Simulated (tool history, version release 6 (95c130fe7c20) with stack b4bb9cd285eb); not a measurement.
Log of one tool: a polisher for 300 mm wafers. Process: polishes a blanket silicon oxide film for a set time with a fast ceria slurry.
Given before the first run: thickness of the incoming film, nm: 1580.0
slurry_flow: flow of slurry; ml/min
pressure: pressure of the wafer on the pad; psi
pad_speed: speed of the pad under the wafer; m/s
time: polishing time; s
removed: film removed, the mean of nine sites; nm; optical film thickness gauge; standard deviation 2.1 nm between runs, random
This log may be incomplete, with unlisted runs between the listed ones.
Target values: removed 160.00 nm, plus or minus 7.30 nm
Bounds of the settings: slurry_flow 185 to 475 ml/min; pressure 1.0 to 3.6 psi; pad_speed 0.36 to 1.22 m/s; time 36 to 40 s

run,hour,slurry_flow,pressure,pad_speed,time,removed
1,0.0,305,2.3,0.78,40,363.06
2,5.8,305,2.0,0.74,40,303.31
3,6.6,240,2.0,0.74,40,286.69
4,8.4,235,1.8,0.72,40,251.55
5,12.2,230,1.6,0.70,40,214.68
6,18.0,230,1.5,0.70,40,208.11
7,24.5,230,1.4,0.70,40,190.39
8,30.5,230,1.3,0.70,40,180.04
# hour 33.1: slurry nozzle cleaned
9,33.1,230,1.2,0.70,40,173.10

Of the 4 settings listed for the next run, only one would bring every result within its allowed miss of target. Which one?
A,35.7,245,1.1,0.68,36,?
B,35.7,200,1.2,0.72,40,?
C,35.7,285,1.2,0.70,39,?
D,35.7,240,1.3,0.58,40,?

move,removed
A,143.38
B,177.50
C,176.43
D,159.60
A: moves the result that the last run missed by most past its target, out the other side
B: further off than the last run
C: further off than the last run
D: meets every target
So the answer is move D, the one that meets all the targets.
